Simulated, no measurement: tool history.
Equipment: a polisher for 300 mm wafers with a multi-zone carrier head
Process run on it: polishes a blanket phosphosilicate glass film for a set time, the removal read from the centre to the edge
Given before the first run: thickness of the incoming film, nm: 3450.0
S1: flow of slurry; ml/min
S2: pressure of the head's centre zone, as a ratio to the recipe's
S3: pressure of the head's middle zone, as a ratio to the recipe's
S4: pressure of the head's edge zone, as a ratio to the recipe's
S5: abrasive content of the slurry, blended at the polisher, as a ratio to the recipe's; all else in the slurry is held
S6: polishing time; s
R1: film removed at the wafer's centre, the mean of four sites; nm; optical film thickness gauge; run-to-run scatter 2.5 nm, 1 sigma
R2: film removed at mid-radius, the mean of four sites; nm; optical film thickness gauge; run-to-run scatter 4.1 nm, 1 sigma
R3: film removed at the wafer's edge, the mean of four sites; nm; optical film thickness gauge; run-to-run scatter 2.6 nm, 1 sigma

run,hour,S1,S2,S3,S4,S5,S6,R1,R2,R3
1,0,175,1,1,1,1,88,655.56,722.91,738.65
2,4.2,175,1,1,1,1.1,88,687.9,741.84,777.09
3,8.1,170,1.01,0.95,0.96,0.95,77,564.89,596.12,621.1
4,15.6,170,1.01,0.95,0.96,0.75,77,507.3,518.93,560.09
5,21.7,170,1.02,0.94,0.93,0.7,69,441.92,450.02,473.42
6,29.4,170,0.94,0.94,0.93,0.7,69,405.98,450.63,478.98
7,37.1,170,0.97,0.92,0.9,0.65,65,375.58,403.92,416.01
# hour 46: centre zone pressure recalibrated
8,46,160,0.98,0.89,0.88,0.6,65,405.49,374.01,398.58
9,46.5,120,0.88,0.9,0.81,0.5,59,278.95,285.34,299.13
10,54.1,145,0.9,0.89,0.81,0.5,59,295.49,300.66,304.85
11,57.7,160,0.91,0.88,0.83,0.5,58,300.1,293.49,311.35

What does the tool deliver on the next run?
12,64.2,210,0.95,0.96,0.85,0.55,58,?,?,?

{"run 12": {"R1": 344.65, "R2": 345.86, "R3": 340.79}}

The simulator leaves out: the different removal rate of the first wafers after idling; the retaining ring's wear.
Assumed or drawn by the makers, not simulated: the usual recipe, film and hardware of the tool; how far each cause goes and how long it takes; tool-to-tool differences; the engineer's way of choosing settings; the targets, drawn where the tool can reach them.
